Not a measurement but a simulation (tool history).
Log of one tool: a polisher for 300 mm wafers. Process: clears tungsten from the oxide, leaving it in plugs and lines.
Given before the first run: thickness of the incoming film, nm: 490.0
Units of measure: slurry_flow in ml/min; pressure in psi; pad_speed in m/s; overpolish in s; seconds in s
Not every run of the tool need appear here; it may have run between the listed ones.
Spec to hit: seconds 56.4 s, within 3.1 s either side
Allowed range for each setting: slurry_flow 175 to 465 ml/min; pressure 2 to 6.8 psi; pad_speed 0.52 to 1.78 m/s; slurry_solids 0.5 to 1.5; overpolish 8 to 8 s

{"run": 1, "hour": 0.0, "slurry_flow": 295, "pressure": 4.4, "pad_speed": 1.14, "slurry_solids": 1, "overpolish": 8, "seconds": 87.168}
{"run": 2, "hour": 8.0, "slurry_flow": 295, "pressure": 4.4, "pad_speed": 1.14, "slurry_solids": 1, "overpolish": 8, "seconds": 88.377}
{"run": 3, "hour": 14.1, "slurry_flow": 295, "pressure": 3.7, "pad_speed": 1.14, "slurry_solids": 1, "overpolish": 8, "seconds": 102.52}
{"run": 4, "hour": 22.7, "slurry_flow": 295, "pressure": 3.7, "pad_speed": 0.96, "slurry_solids": 1, "overpolish": 8, "seconds": 119.28}
{"run": 5, "hour": 24.3, "slurry_flow": 295, "pressure": 4, "pad_speed": 0.98, "slurry_solids": 1, "overpolish": 8, "seconds": 109.15}
{"run": 6, "hour": 31.7, "slurry_flow": 295, "pressure": 4, "pad_speed": 0.98, "slurry_solids": 1, "overpolish": 8, "seconds": 109.36}
{"run": 7, "hour": 35.4, "slurry_flow": 295, "pressure": 4.3, "pad_speed": 0.98, "slurry_solids": 1, "overpolish": 8, "seconds": 103.22}
{"hour": 36.9, "done": "slurry blender recalibrated"}
{"run": 8, "hour": 36.9, "slurry_flow": 295, "pressure": 4.5, "pad_speed": 1, "slurry_solids": 1, "overpolish": 8, "seconds": 83.984}

Exactly one of the 4 candidate moves below puts every result within its allowed miss. Which one?
{"run": "A", "hour": 38.4, "slurry_flow": 420, "pressure": 3.5, "pad_speed": 1.06, "slurry_solids": 1, "overpolish": 8, "seconds": "?"}
{"run": "B", "hour": 38.4, "slurry_flow": 360, "pressure": 5.2, "pad_speed": 1.26, "slurry_solids": 1.15, "overpolish": 8, "seconds": "?"}
{"run": "C", "hour": 38.4, "slurry_flow": 270, "pressure": 3.9, "pad_speed": 1.54, "slurry_solids": 1.1, "overpolish": 8, "seconds": "?"}
{"run": "D", "hour": 38.4, "slurry_flow": 310, "pressure": 5.6, "pad_speed": 1.12, "slurry_solids": 1, "overpolish": 8, "seconds": "?"}

move=A seconds=97
move=B seconds=57.685
move=C seconds=62.416
move=D seconds=64.28
A: moves away from the targets compared with the last run
B: every result within its allowed miss
C: closes in on the targets versus the last run, not all within tolerance yet
D: closes in on the targets versus the last run, not all within tolerance yet
Correct choice: B, which meets every target
